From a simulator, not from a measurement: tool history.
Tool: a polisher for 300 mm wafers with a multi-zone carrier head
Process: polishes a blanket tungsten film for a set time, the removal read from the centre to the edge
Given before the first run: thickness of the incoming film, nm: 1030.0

run,hour,flow of slurry (ml/min),pressure of the head's centre zone,pressure of the head's middle zone,pressure of the head's edge zone,abrasive content of the slurry,polishing time (s),film removed at the wafer's centre (angstrom),film removed at mid-radius (angstrom),film removed at the wafer's edge (angstrom)
1,0.0,145,1.00,1.00,1.00,1.00,54,3215.5,3165.6,3149.8
2,6.1,140,1.00,0.99,0.99,1.00,54,3179.7,3084.8,3026.7
3,11.4,140,1.00,0.99,0.91,1.00,54,3207.4,3043.5,2984.6
4,20.1,140,1.00,0.99,0.91,1.00,49,2898.8,2834.5,2707.5
5,26.2,140,1.00,0.98,0.93,1.00,49,2883.2,2872.8,2726.8
6,28.3,140,1.00,0.98,0.93,1.00,61,3606.1,3553.8,3343.8

Run 7 has not been measured yet. What should we expect?
7,31.5,135,1.00,0.96,0.95,0.95,61,?,?,?

film removed at the wafer's centre (angstrom): 3552.1
film removed at mid-radius (angstrom): 3468.6
film removed at the wafer's edge (angstrom): 3297.3
